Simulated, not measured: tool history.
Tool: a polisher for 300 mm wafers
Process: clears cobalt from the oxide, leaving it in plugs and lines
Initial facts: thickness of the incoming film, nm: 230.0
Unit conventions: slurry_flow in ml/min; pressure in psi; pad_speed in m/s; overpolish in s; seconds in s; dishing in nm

Run 1, hour 0.0: slurry_flow 140 ml/min, pressure 2.3 psi, pad_speed 1.14 m/s, overpolish 20 s. Result: seconds 39.169 s, dishing 34.514 nm.
Run 2, hour 4.1: slurry_flow 140 ml/min, pressure 2.3 psi, pad_speed 1.14 m/s, overpolish 13 s. Result: seconds 40.103 s, dishing 32.176 nm.
Run 3, hour 7.6: slurry_flow 140 ml/min, pressure 2.3 psi, pad_speed 1.24 m/s, overpolish 13 s. Result: seconds 36.938 s, dishing 33.357 nm.
Run 4, hour 9.1: slurry_flow 135 ml/min, pressure 2.0 psi, pad_speed 1.24 m/s, overpolish 16 s. Result: seconds 43.012 s, dishing 33.906 nm.
Run 5, hour 16.3: slurry_flow 135 ml/min, pressure 2.0 psi, pad_speed 1.24 m/s, overpolish 12 s. Result: seconds 42.215 s, dishing 31.930 nm.
Run 6, hour 25.2: slurry_flow 115 ml/min, pressure 2.0 psi, pad_speed 1.24 m/s, overpolish 12 s. Result: seconds 42.620 s, dishing 30.193 nm.

Run 7 is up next; what results do you expect?
Run 7, hour 29.5: slurry_flow 125 ml/min, pressure 1.8 psi, pad_speed 1.24 m/s, overpolish 14 s. Result: seconds ?, dishing ?.

seconds: 47.048 s
dishing: 31.329 nm

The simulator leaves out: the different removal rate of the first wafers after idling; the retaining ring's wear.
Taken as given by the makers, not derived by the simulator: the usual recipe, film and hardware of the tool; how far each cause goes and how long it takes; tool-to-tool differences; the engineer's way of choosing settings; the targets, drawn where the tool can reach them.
